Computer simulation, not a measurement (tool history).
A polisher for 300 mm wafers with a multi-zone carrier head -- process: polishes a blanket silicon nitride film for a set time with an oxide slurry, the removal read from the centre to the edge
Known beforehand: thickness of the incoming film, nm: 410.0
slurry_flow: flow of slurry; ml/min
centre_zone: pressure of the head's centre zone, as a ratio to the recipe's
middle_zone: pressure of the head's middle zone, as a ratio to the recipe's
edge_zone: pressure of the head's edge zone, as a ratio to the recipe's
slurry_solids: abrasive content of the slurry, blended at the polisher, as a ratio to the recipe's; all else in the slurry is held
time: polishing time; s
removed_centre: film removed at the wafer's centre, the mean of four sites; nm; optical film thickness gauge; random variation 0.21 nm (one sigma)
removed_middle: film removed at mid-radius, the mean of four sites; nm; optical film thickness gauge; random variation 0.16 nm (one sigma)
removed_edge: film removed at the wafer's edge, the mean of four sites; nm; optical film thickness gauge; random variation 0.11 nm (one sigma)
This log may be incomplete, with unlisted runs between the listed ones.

run 1 day=0.000 | slurry_flow=180 centre_zone=1.00 middle_zone=1.00 edge_zone=1.00 slurry_solids=1.00 time=70 | removed_centre=32.461 removed_middle=33.372 removed_edge=32.648
run 2 day=0.196 | slurry_flow=180 centre_zone=1.00 middle_zone=1.00 edge_zone=0.96 slurry_solids=1.00 time=70 | removed_centre=32.776 removed_middle=33.752 removed_edge=32.254
run 3 day=0.383 | slurry_flow=175 centre_zone=0.98 middle_zone=0.99 edge_zone=0.93 slurry_solids=0.85 time=63 | removed_centre=26.842 removed_middle=27.501 removed_edge=26.425
run 4 day=0.517 | slurry_flow=170 centre_zone=0.95 middle_zone=0.99 edge_zone=0.90 slurry_solids=0.75 time=59 | removed_centre=23.035 removed_middle=24.906 removed_edge=23.156
run 5 day=0.679 | slurry_flow=165 centre_zone=0.93 middle_zone=0.98 edge_zone=0.88 slurry_solids=0.65 time=57 | removed_centre=20.318 removed_middle=22.148 removed_edge=20.637
run 6 day=1.054 | slurry_flow=160 centre_zone=0.92 middle_zone=0.97 edge_zone=0.86 slurry_solids=0.60 time=56 | removed_centre=18.992 removed_middle=20.654 removed_edge=19.287

Run 7, settings as shown, results not yet in. Your forecast:
run 7 day=1.329 | slurry_flow=125 centre_zone=0.88 middle_zone=0.96 edge_zone=0.81 slurry_solids=0.50 time=56 | removed_centre=? removed_middle=? removed_edge=?

removed_centre: 15.776 nm
removed_middle: 18.033 nm
removed_edge: 16.295 nm

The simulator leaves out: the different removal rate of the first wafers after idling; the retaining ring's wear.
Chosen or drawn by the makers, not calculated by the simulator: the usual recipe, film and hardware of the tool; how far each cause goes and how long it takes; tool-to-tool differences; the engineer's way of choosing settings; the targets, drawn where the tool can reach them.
